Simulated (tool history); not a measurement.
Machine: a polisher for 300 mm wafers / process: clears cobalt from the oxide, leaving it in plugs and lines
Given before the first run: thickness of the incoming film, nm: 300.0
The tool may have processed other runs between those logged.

run    day  flow of slurry (ml/min)  pressure of the wafer on the pad (psi)  speed of the pad under the wafer (m/s)  overpolish time after the end point (s)  time until the end point was called (s)  dishing of a wide line in a test structure (nm)
  1  0.000                      300                                     2.0                                    1.02                                       14                                   54.067                                           44.839
  2  0.300                      300                                     1.8                                    0.98                                       11                                   61.978                                           37.024
  3  0.638                      300                                     1.8                                    1.14                                       11                                   52.595                                           41.229
  4  0.942                      300                                     1.8                                    1.38                                       11                                   45.224                                           44.749
  5  1.254                      300                                     1.8                                    1.26                                       11                                   49.291                                           42.434
  6  1.596                      295                                     1.6                                    1.16                                        9                                   58.728                                           33.883
  7  1.779                      295                                     1.4                                    1.12                                        9                                   67.902                                           30.496

Run 8, settings as shown, results not yet in. Your forecast:
  8  2.112                      295                                     1.3                                    1.10                                        9                                        ?                                                ?

Run 8 yielded time until the end point was called (s) 75.967, dishing of a wide line in a test structure (nm) 28.314.

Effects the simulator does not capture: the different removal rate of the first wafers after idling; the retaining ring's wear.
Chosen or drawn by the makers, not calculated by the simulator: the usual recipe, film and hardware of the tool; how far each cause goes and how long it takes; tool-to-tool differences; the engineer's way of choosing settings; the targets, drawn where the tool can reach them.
